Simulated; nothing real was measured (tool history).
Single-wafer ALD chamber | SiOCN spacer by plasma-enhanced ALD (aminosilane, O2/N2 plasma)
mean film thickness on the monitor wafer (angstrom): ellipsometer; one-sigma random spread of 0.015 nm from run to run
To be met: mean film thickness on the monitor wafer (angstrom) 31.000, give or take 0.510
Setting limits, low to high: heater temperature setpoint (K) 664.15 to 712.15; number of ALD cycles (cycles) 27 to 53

run	day	heater temperature setpoint (K)	number of ALD cycles (cycles)	mean film thickness on the monitor wafer (angstrom)
1	0.000	688.15	40	24.235
2	0.221	688.15	43	25.945
3	0.508	688.15	38	23.052
4	0.788	685.15	40	24.485
5	0.879	682.15	42	25.897
6	1.025	679.15	43	26.976
7	1.088	676.15	44	27.749
8	1.275	674.15	45	28.418

Consider the 5 candidate settings below. Which is the only one whose results all fall within their allowed miss of target?
A	1.462	668.15	39	?
B	1.462	678.15	40	?
C	1.462	667.15	49	?
D	1.462	677.15	48	?
E	1.462	664.15	51	?

move	mean film thickness on the monitor wafer (angstrom)
A	24.631
B	24.990
C	30.947
D	30.092
E	32.210
A: misses by more than the last run did
B: misses by more than the last run did
C: all results in spec
D: nearer the targets than the last run, but a result is still out of spec
E: the result that was furthest off in the last run now lies on the other side of its target
Go with C: it meets all targets.
